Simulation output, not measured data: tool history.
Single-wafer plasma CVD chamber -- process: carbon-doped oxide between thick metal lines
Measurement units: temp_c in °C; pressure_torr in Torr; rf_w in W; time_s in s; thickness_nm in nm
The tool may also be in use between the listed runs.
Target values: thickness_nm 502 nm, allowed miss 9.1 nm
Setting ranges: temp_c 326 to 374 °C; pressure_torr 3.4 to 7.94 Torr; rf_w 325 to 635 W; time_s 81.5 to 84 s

| run | hour | temp_c | pressure_torr | rf_w | time_s | thickness_nm |
|---|---|---|---|---|---|---|
| 1 | 0 | 350 | 5.67 | 480 | 81.5 | 410.97 |
| 2 | 0.8 | 347 | 6.07 | 510 | 81.7 | 441.69 |
| 3 | 6.7 | 347 | 6.07 | 510 | 81.5 | 441.57 |
| 4 | 10.7 | 344 | 6.53 | 515 | 81.5 | 450.09 |
| 5 | 12.6 | 342 | 6.76 | 530 | 81.6 | 465.44 |
| 6 | 19.7 | 342 | 6.23 | 530 | 81.6 | 462.97 |
| 7 | 20.7 | 340 | 6.38 | 540 | 81.6 | 474.11 |
| 8 | 22 | 338 | 6.5 | 545 | 81.6 | 479.2 |
| 9 | 23.9 | 337 | 6.63 | 550 | 81.6 | 489.85 |
| 10 | 24.5 | 336 | 6.68 | 550 | 81.6 | 487.45 |

Which one of the following 5 next-run settings gets every result inside its allowed miss? There is exactly one.
| A | 25.1 | 343 | 4.88 | 590 | 84 | ? |
| B | 25.1 | 333 | 6.96 | 515 | 83.1 | ? |
| C | 25.1 | 334 | 7.49 | 505 | 82.4 | ? |
| D | 25.1 | 334 | 6.61 | 575 | 84 | ? |
| E | 25.1 | 338 | 6.02 | 540 | 83.1 | ? |

| move | thickness_nm |
|---|---|
| A | 498.44 |
| B | 475.86 |
| C | 465.75 |
| D | 521.46 |
| E | 480.98 |
A: every result lands within tolerance
B: moves away from the targets compared with the last run
C: moves away from the targets compared with the last run
D: pushes the last run's worst result past its target
E: moves away from the targets compared with the last run
Move A is the one to make.
